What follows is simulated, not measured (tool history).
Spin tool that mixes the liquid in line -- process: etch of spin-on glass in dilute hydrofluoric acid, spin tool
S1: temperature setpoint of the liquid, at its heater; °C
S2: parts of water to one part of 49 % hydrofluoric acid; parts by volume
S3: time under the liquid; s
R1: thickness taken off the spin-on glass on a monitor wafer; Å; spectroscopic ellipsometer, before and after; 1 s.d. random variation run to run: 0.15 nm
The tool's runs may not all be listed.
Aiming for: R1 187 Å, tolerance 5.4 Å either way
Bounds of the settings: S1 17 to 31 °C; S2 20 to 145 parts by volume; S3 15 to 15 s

Run 1, day 0: S1 23 °C, S2 80 parts by volume, S3 15 s. Result: R1 107.38 Å.
Run 2, day 0.042: S1 23 °C, S2 80 parts by volume, S3 15 s. Result: R1 106.18 Å.
Run 3, day 0.092: S1 22 °C, S2 80 parts by volume, S3 15 s. Result: R1 103.64 Å.
Run 4, day 0.296: S1 24.5 °C, S2 80 parts by volume, S3 15 s. Result: R1 115.09 Å.
At day 0.421: thermometer replaced.
Run 5, day 0.421: S1 25.5 °C, S2 80 parts by volume, S3 15 s. Result: R1 107.56 Å.
Run 6, day 0.525: S1 25.5 °C, S2 65 parts by volume, S3 15 s. Result: R1 136.36 Å.
Run 7, day 0.571: S1 26 °C, S2 65 parts by volume, S3 15 s. Result: R1 137.18 Å.
Run 8, day 0.779: S1 26.5 °C, S2 65 parts by volume, S3 15 s. Result: R1 142.34 Å.
Run 9, day 0.888: S1 27 °C, S2 65 parts by volume, S3 15 s. Result: R1 143.2 Å.
Run 10, day 0.996: S1 27.5 °C, S2 65 parts by volume, S3 15 s. Result: R1 147.67 Å.
Run 11, day 1.283: S1 28 °C, S2 65 parts by volume, S3 15 s. Result: R1 150.72 Å.
Run 12, day 1.592: S1 28.5 °C, S2 65 parts by volume, S3 15 s. Result: R1 153.18 Å.
Run 13, day 1.662: S1 29 °C, S2 65 parts by volume, S3 15 s. Result: R1 155.6 Å.
Run 14, day 1.954: S1 29 °C, S2 65 parts by volume, S3 15 s. Result: R1 156.29 Å.
Run 15, day 2.146: S1 30 °C, S2 60 parts by volume, S3 15 s. Result: R1 178.86 Å.

Next run, 4 choices. One meets every target within its allowed miss, the rest don't. Which?
Run A, day 2.338: S1 28.5 °C, S2 60 parts by volume, S3 15 s. Result: R1 ?.
Run B, day 2.338: S1 30 °C, S2 65 parts by volume, S3 15 s. Result: R1 ?.
Run C, day 2.338: S1 29 °C, S2 55 parts by volume, S3 15 s. Result: R1 ?.
Run D, day 2.338: S1 27.5 °C, S2 55 parts by volume, S3 15 s. Result: R1 ?.

move      R1
   A  165.58
   B  160.86
   C  185.58
   D  174.88
A: lands further from the targets than the last run did
B: lands further from the targets than the last run did
C: every result within its allowed miss
D: lands further from the targets than the last run did
Go with C: it meets all targets.
